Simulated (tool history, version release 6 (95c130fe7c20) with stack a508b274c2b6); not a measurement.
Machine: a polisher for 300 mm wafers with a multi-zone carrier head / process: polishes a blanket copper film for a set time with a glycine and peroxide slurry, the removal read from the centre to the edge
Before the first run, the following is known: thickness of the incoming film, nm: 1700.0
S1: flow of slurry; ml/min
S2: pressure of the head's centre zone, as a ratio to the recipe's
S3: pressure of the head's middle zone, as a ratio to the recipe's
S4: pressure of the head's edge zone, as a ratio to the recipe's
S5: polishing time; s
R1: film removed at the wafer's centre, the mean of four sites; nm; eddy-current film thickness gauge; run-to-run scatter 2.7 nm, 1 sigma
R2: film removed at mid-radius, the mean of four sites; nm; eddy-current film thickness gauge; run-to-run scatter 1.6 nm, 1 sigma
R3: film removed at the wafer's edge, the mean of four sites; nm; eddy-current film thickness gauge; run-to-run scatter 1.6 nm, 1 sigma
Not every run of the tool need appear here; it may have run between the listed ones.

run  hour   S1    S2    S3    S4  S5      R1      R2      R3
  1     0  150     1     1     1  80  317.07  339.02  339.88
  2   2.4  150     1  1.04     1  80  330.18  345.22  331.37
  3   9.6  145     1  1.03  0.99  76  309.98  323.22  315.33
  4  15.5  145     1  1.03  0.99  58   235.1  246.06  241.16
  5  19.8  145     1  1.03  0.99  46  187.92  197.69  189.35
  6  25.1  150     1  1.03  1.01  46  191.61  197.21  191.81
  7  33.2  150  0.99  1.03  1.01  47  192.09  202.36  197.36
  8  38.9  155  0.98  1.03  1.02  48  198.71  207.61  203.35
  9  46.6  160  0.97  1.03  1.03  48  187.81  209.85  203.36

Run 10 has not been measured yet. What should we expect?
 10  54.3  185  1.03   1  1.13  51   ?   ?   ?

R1: 226.94 nm
R2: 222.22 nm
R3: 233.56 nm
